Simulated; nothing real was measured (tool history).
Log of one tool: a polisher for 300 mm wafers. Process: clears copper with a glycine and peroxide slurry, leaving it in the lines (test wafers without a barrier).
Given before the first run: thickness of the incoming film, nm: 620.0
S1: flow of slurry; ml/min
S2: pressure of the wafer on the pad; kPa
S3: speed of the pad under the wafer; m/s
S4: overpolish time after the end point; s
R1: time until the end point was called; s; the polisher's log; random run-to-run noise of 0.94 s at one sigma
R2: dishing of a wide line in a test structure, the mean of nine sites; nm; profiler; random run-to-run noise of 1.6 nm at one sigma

run,hour,S1,S2,S3,S4,R1,R2
1,0,175,15.9,1.02,21,100.92,79.263
2,7,210,15.9,1.02,21,96.284,79.998
3,15,210,15.9,1.26,21,80.809,88.156
4,20.3,200,16.5,1.24,23,79.968,100.02
5,21.3,170,16.5,1.24,23,82.726,94.919
6,23.8,170,16.5,1.24,17,81.659,75.939

Predict the results of run 7:
7,30.1,165,17.9,1.22,20,?,?

{"run 7": {"R1": 79.156, "R2": 90.543}}
